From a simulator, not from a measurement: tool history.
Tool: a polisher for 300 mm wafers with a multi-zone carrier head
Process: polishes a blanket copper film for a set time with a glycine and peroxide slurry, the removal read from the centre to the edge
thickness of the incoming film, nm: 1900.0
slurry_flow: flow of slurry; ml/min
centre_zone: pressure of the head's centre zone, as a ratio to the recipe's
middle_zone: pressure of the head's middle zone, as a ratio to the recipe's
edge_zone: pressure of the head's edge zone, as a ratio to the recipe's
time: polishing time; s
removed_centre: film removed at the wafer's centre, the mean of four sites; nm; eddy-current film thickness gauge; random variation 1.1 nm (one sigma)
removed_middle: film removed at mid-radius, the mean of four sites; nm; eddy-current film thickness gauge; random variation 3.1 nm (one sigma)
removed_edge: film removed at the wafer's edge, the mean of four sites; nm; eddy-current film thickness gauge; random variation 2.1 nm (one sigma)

run 1 hour=0.0 | slurry_flow=315 centre_zone=1.00 middle_zone=1.00 edge_zone=1.00 time=32 | removed_centre=255.10 removed_middle=253.63 removed_edge=248.55
run 2 hour=2.2 | slurry_flow=315 centre_zone=1.00 middle_zone=0.97 edge_zone=1.00 time=32 | removed_centre=251.12 removed_middle=249.46 removed_edge=251.51
run 3 hour=4.0 | slurry_flow=310 centre_zone=0.97 middle_zone=0.98 edge_zone=0.97 time=31 | removed_centre=236.31 removed_middle=237.16 removed_edge=242.28
run 4 hour=5.2 | slurry_flow=310 centre_zone=0.95 middle_zone=1.01 edge_zone=0.96 time=30 | removed_centre=224.26 removed_middle=240.36 removed_edge=228.34
run 5 hour=6.7 | slurry_flow=305 centre_zone=0.93 middle_zone=1.01 edge_zone=0.94 time=29 | removed_centre=211.46 removed_middle=227.01 removed_edge=216.11
run 6 hour=15.5 | slurry_flow=300 centre_zone=0.91 middle_zone=1.01 edge_zone=0.93 time=29 | removed_centre=207.96 removed_middle=229.56 removed_edge=218.68
run 7 hour=21.8 | slurry_flow=300 centre_zone=0.89 middle_zone=1.01 edge_zone=0.91 time=29 | removed_centre=202.18 removed_middle=232.45 removed_edge=210.69
run 8 hour=25.0 | slurry_flow=295 centre_zone=0.88 middle_zone=1.00 edge_zone=0.90 time=29 | removed_centre=201.22 removed_middle=225.95 removed_edge=214.29
run 9 hour=33.0 | slurry_flow=295 centre_zone=0.87 middle_zone=1.00 edge_zone=0.89 time=29 | removed_centre=197.70 removed_middle=224.70 removed_edge=215.24
run 10 hour=36.3 | slurry_flow=295 centre_zone=0.86 middle_zone=1.00 edge_zone=0.88 time=29 | removed_centre=196.28 removed_middle=231.97 removed_edge=213.55

Forecast run 11:
run 11 hour=45.0 | slurry_flow=290 centre_zone=0.86 middle_zone=1.00 edge_zone=0.87 time=29 | removed_centre=? removed_middle=? removed_edge=?

Run 11 gave removed_centre 195.99 nm, removed_middle 229.89 nm, removed_edge 210.07 nm.
